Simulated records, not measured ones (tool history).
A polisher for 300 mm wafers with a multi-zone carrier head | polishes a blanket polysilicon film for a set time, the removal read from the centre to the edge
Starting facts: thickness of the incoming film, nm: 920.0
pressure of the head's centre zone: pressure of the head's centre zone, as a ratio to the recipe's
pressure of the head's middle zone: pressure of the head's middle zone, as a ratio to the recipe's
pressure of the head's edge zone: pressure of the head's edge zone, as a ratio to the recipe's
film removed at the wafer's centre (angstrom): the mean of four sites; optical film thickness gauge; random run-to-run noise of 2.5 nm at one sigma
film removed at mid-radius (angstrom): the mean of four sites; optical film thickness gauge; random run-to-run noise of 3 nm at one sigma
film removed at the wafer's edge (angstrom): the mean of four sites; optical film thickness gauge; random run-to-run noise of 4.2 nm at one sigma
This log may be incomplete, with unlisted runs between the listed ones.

run  hour  flow of slurry (ml/min)  pressure of the head's centre zone  pressure of the head's middle zone  pressure of the head's edge zone  polishing time (s)  film removed at the wafer's centre (angstrom)  film removed at mid-radius (angstrom)  film removed at the wafer's edge (angstrom)
  1   0.0                      220                                1.00                                1.00                              1.00                  30                                         2633.5                                 2641.8                                       2630.4
  2   7.7                      220                                1.00                                1.03                              1.00                  30                                         2634.7                                 2748.7                                       2680.9
  3   8.5                      220                                1.00                                1.09                              1.00                  30                                         2647.3                                 2851.7                                       2729.0
  4  10.5                      235                                1.05                                1.09                              1.05                  30                                         2806.8                                 2885.3                                       2711.6
  5  14.7                      235                                1.00                                1.09                              1.05                  30                                         2683.8                                 2820.2                                       2766.9
  6  20.2                      245                                1.03                                1.06                              1.09                  31                                         2851.0                                 2913.2                                       2866.4

What does the tool deliver on the next run?
  7  25.3                      250                                1.05                                1.02                              1.12                  32                                              ?                                      ?                                            ?

{"run 7": {"film removed at the wafer's centre (angstrom)": 3052.4, "film removed at mid-radius (angstrom)": 2926.7, "film removed at the wafer's edge (angstrom)": 2945.5}}

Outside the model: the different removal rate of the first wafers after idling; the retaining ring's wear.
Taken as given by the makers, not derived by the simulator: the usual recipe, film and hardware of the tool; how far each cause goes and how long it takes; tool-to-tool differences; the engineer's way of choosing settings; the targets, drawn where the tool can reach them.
